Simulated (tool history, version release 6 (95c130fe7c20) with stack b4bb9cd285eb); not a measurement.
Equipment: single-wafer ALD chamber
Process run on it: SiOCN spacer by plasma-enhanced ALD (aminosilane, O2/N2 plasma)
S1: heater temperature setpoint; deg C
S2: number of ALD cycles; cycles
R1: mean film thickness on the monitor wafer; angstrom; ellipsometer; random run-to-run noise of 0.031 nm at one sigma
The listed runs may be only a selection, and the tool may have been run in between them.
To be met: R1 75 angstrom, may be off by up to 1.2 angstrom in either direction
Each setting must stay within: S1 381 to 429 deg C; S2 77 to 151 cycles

Run 1, hour 0: S1 405 deg C, S2 114 cycles. Result: R1 62.951 angstrom.
Run 2, hour 6.4: S1 403 deg C, S2 116 cycles. Result: R1 64.253 angstrom.
Run 3, hour 7.4: S1 403 deg C, S2 102 cycles. Result: R1 55.885 angstrom.
Run 4, hour 12: S1 402 deg C, S2 106 cycles. Result: R1 58.574 angstrom.
Run 5, hour 17.6: S1 400 deg C, S2 109 cycles. Result: R1 60.164 angstrom.
Run 6, hour 18.6: S1 400 deg C, S2 122 cycles. Result: R1 67.519 angstrom.
Run 7, hour 22.2: S1 400 deg C, S2 124 cycles. Result: R1 68.247 angstrom.
Run 8, hour 24.4: S1 400 deg C, S2 125 cycles. Result: R1 69.539 angstrom.
At hour 28.3: thermocouple changed; heater temperature recalibrated.
Run 9, hour 28.3: S1 400 deg C, S2 126 cycles. Result: R1 69.464 angstrom.
Run 10, hour 32.6: S1 400 deg C, S2 127 cycles. Result: R1 69.374 angstrom.
Run 11, hour 41.1: S1 400 deg C, S2 128 cycles. Result: R1 70.774 angstrom.

5 candidate next runs follow, results not yet known. Just one meets every target within its allowed miss. Identify it.
Run A, hour 49.6: S1 399 deg C, S2 136 cycles. Result: R1 ?.
Run B, hour 49.6: S1 399 deg C, S2 129 cycles. Result: R1 ?.
Run C, hour 49.6: S1 413 deg C, S2 136 cycles. Result: R1 ?.
Run D, hour 49.6: S1 397 deg C, S2 130 cycles. Result: R1 ?.
Run E, hour 49.6: S1 406 deg C, S2 134 cycles. Result: R1 ?.

move      R1
   A   74.56
   B  70.722
   C  71.548
   D   71.27
   E  72.128
A: all results in spec
B: as far off as the last run
C: nearer the targets than the last run, but a result is still out of spec
D: nearer the targets than the last run, but a result is still out of spec
E: nearer the targets than the last run, but a result is still out of spec
A is the move that brings every result within its allowed miss.
